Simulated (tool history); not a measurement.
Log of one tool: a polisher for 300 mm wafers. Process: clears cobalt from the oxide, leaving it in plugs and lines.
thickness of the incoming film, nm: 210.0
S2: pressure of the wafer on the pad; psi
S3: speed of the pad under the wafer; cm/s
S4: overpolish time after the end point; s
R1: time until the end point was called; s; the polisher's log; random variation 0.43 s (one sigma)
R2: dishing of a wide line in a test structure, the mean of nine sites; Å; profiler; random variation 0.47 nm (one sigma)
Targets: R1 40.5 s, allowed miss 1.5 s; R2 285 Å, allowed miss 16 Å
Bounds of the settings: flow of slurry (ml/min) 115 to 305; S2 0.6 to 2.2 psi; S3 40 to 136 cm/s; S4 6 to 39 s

run 1 hour=0 | flow_of_slurry_(ml/min)=195 S2=1.4 S3=88 S4=20 | R1=65.628 R2=325.75
run 2 hour=6.2 | flow_of_slurry_(ml/min)=200 S2=1.6 S3=88 S4=16 | R1=58.407 R2=320.74
run 3 hour=12 | flow_of_slurry_(ml/min)=200 S2=1.6 S3=88 S4=12 | R1=58.094 R2=277.32
run 4 hour=19.8 | flow_of_slurry_(ml/min)=200 S2=1.7 S3=88 S4=10 | R1=53.651 R2=260.35
run 5 hour=21.9 | flow_of_slurry_(ml/min)=200 S2=1.8 S3=88 S4=10 | R1=51.684 R2=266.41
run 6 hour=24.3 | flow_of_slurry_(ml/min)=200 S2=1.8 S3=68 S4=10 | R1=65.014 R2=230.34
run 7 hour=31.2 | flow_of_slurry_(ml/min)=205 S2=1.9 S3=72 S4=10 | R1=57.412 R2=240.95
run 8 hour=33.8 | flow_of_slurry_(ml/min)=210 S2=2 S3=76 S4=10 | R1=51.773 R2=258
run 9 hour=36.8 | flow_of_slurry_(ml/min)=215 S2=2.1 S3=78 S4=10 | R1=48.846 R2=268.86
run 10 hour=41.2 | flow_of_slurry_(ml/min)=215 S2=2.1 S3=82 S4=10 | R1=46.292 R2=278.17
run 11 hour=48.2 | flow_of_slurry_(ml/min)=215 S2=2.1 S3=84 S4=10 | R1=45.866 R2=285.5
run 12 hour=49.3 | flow_of_slurry_(ml/min)=215 S2=2.1 S3=86 S4=9 | R1=45.205 R2=266.96
run 13 hour=57 | flow_of_slurry_(ml/min)=215 S2=2.1 S3=88 S4=9 | R1=43.645 R2=271.57

4 next moves are on the table. One of them brings every result within its allowed miss. Which?
run A hour=64.7 | flow_of_slurry_(ml/min)=200 S2=2.2 S3=92 S4=9 | R1=? R2=?
run B hour=64.7 | flow_of_slurry_(ml/min)=220 S2=2.2 S3=98 S4=11 | R1=? R2=?
run C hour=64.7 | flow_of_slurry_(ml/min)=245 S2=1.9 S3=92 S4=13 | R1=? R2=?
run D hour=64.7 | flow_of_slurry_(ml/min)=165 S2=2.1 S3=100 S4=14 | R1=? R2=?

move=A R1=40.782 R2=285.48
move=B R1=38.095 R2=324.61
move=C R1=45.865 R2=322.63
move=D R1=40.931 R2=347.01
A: meets every target
B: takes the result that was furthest off past its target
C: further off than the last run
D: brings the result that was furthest off to its target, and leaves another outside
The right move is A.

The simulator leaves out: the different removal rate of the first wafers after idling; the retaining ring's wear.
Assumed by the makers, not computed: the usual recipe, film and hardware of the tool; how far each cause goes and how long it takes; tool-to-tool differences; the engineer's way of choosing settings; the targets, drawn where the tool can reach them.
